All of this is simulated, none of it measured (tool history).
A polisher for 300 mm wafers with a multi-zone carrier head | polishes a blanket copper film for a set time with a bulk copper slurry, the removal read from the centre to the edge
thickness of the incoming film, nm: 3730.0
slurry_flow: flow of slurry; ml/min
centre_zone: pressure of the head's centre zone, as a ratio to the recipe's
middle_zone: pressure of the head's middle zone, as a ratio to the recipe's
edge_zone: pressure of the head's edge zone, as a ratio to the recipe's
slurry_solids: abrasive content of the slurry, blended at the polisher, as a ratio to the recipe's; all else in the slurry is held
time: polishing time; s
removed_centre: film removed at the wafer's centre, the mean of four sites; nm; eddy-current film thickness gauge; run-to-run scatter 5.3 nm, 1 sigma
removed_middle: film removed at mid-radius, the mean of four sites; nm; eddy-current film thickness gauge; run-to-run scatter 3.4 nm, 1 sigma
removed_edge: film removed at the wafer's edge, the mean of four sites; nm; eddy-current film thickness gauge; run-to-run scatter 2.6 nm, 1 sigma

run  hour  slurry_flow  centre_zone  middle_zone  edge_zone  slurry_solids  time  removed_centre  removed_middle  removed_edge
  1     0          145            1            1          1              1    38           340.1          336.23        331.49
  2   2.6          145         1.05            1          1              1    38          355.16          334.78        335.43
  3   9.1          165         1.05         1.04       1.01              1    38          360.11           353.4        337.17
  4  14.4          165         1.09         1.04       1.01              1    38          372.73          352.13        336.86
  5  17.4          175         1.08         1.07       1.03           1.05    38          378.79          370.82        342.62
  6  19.5          180         1.07         1.08       1.06            1.1    38          391.17          382.78        359.92
  7  26.8          185         1.06         1.09       1.06            1.1    38           377.4          388.42         358.2
  8  27.8          190         1.06          1.1       1.06            1.1    38          384.11          392.38        362.94

Run 9, settings as shown, results not yet in. Your forecast:
  9  32.2          195         1.06         1.11       1.06            1.1    38               ?               ?             ?

Run 9 gave removed_centre 391.91 nm, removed_middle 390.12 nm, removed_edge 361.82 nm.
